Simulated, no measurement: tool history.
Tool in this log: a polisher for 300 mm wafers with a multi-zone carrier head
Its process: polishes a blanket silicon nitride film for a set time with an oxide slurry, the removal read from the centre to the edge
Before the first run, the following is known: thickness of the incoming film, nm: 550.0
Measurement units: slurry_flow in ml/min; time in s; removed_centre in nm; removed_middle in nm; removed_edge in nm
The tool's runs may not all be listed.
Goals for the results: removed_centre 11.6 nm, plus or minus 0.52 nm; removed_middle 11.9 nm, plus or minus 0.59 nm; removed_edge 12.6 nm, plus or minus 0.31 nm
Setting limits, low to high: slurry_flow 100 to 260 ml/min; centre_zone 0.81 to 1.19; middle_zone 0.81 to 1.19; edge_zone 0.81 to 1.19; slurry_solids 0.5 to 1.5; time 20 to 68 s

| run | day | slurry_flow | centre_zone | middle_zone | edge_zone | slurry_solids | time | removed_centre | removed_middle | removed_edge |
|---|---|---|---|---|---|---|---|---|---|---|
| 1 | 0 | 165 | 1 | 1 | 1 | 1 | 44 | 17.845 | 18.395 | 18.723 |
| 2 | 0.225 | 125 | 1 | 1 | 1 | 1 | 44 | 17.831 | 17.937 | 18.265 |
| 3 | 0.262 | 150 | 1 | 1 | 1 | 1 | 44 | 18.142 | 18.154 | 18.871 |
| 4 | 0.45 | 130 | 1 | 1 | 1 | 1 | 44 | 17.242 | 17.774 | 18.312 |
| 5 | 0.771 | 130 | 1 | 1 | 0.95 | 1 | 44 | 17.378 | 18.274 | 17.844 |
| 6 | 0.838 | 130 | 1 | 1 | 0.95 | 1.1 | 44 | 18.579 | 18.548 | 18.653 |
| 7 | 1.042 | 105 | 1.02 | 0.9 | 0.94 | 0.85 | 38 | 13.567 | 12.036 | 13.865 |
| 8 | 1.362 | 105 | 0.99 | 0.91 | 0.91 | 0.8 | 38 | 12.449 | 12.077 | 12.975 |
| 9 | 1.446 | 105 | 0.98 | 0.91 | 0.91 | 0.8 | 38 | 12.733 | 11.853 | 12.895 |
| 10 | 1.796 | 105 | 0.95 | 0.92 | 0.93 | 0.8 | 38 | 12.255 | 12.233 | 13.003 |
| 11 | 1.967 | 105 | 0.94 | 0.91 | 0.93 | 0.8 | 38 | 12.154 | 11.838 | 13.165 |
| 12 | 2.154 | 105 | 0.93 | 0.91 | 0.92 | 0.8 | 38 | 11.877 | 12.27 | 13.012 |
| 13 | 2.179 | 100 | 0.93 | 0.88 | 0.89 | 0.75 | 38 | 11.364 | 11.298 | 12.315 |

Consider the 4 candidate settings below. Which is the only one whose results all fall within their allowed miss of target?
| A | 2.204 | 100 | 0.95 | 0.96 | 0.97 | 0.75 | 38 | ? | ? | ? |
| B | 2.204 | 100 | 0.82 | 0.93 | 0.88 | 0.7 | 39 | ? | ? | ? |
| C | 2.204 | 100 | 1.05 | 0.93 | 0.93 | 0.75 | 36 | ? | ? | ? |
| D | 2.204 | 110 | 0.9 | 0.84 | 0.93 | 0.7 | 40 | ? | ? | ? |

| move | removed_centre | removed_middle | removed_edge |
|---|---|---|---|
| A | 11.784 | 12.106 | 12.893 |
| B | 10.298 | 11.529 | 12.048 |
| C | 12.067 | 11.165 | 11.979 |
| D | 11.515 | 11.028 | 12.821 |
A: each result inside its tolerance
B: the furthest-off result lands on target, but another misses its tolerance
C: lands further from the targets than the last run did
D: lands further from the targets than the last run did
So the answer is move A, the one that meets all the targets.

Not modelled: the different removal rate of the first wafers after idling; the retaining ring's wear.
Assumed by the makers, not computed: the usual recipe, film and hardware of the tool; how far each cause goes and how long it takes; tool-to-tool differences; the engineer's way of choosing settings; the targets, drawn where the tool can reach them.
